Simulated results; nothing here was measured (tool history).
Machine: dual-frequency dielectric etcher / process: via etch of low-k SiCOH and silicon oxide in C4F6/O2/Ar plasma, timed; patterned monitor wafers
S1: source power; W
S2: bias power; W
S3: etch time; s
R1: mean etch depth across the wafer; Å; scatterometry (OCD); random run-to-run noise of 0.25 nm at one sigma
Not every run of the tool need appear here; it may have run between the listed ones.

run  hour   S1   S2    S3      R1
  1   0.0  280  131  33.5  675.72
  2   5.7  260  126  33.5  641.15
  3  13.2  260  126  33.5  642.65
  4  20.4  240  125  33.5  624.13
  5  25.4  280  125  33.5  661.55
  6  34.0  280  109  33.5  637.77
  7  34.6  280  109  33.5  638.99
  8  41.7  260  108  33.5  615.58
  9  47.2  250  107  33.5  603.11
 10  53.1  240  106  33.5  588.94

Expected results for the next run?
 11  54.9  230  106  33.5   ?

For run 11 the tool returned R1 576.05 Å.
